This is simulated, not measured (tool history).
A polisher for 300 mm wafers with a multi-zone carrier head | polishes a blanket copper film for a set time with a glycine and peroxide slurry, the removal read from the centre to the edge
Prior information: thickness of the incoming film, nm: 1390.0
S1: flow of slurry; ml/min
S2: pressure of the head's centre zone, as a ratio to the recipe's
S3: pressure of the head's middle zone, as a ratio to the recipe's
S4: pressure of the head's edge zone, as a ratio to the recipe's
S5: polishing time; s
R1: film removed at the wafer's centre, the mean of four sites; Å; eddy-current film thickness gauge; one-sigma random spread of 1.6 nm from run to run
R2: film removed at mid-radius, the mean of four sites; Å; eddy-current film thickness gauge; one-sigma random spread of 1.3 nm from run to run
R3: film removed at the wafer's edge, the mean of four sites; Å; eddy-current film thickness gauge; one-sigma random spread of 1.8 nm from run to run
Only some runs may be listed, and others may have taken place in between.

run    day   S1    S2    S3    S4  S5      R1      R2      R3
  1  0.000  125  1.00  1.00  1.00  47  1697.3  1618.0  1695.5
  2  0.175  125  1.00  1.00  1.00  52  1830.0  1766.9  1857.8
  3  0.417  125  1.00  0.95  1.00  52  1855.5  1702.6  1868.9
  4  0.729  120  1.01  0.93  0.99  49  1715.3  1567.9  1697.0
  5  0.879  100  1.01  0.93  0.99  49  1647.9  1499.4  1651.1
  6  1.096   75  1.01  0.93  0.99  49  1558.2  1399.9  1589.5
  7  1.175   75  1.03  0.91  0.99  47  1497.8  1336.3  1548.5
  8  1.529   75  1.06  0.89  0.97  45  1508.0  1247.1  1408.1

Forecast run 9:
  9  1.712  75  1.06  0.88  0.97  44   ?   ?   ?

Run 9 measured R1 1422.1 Å, R2 1184.3 Å, R3 1420.6 Å.
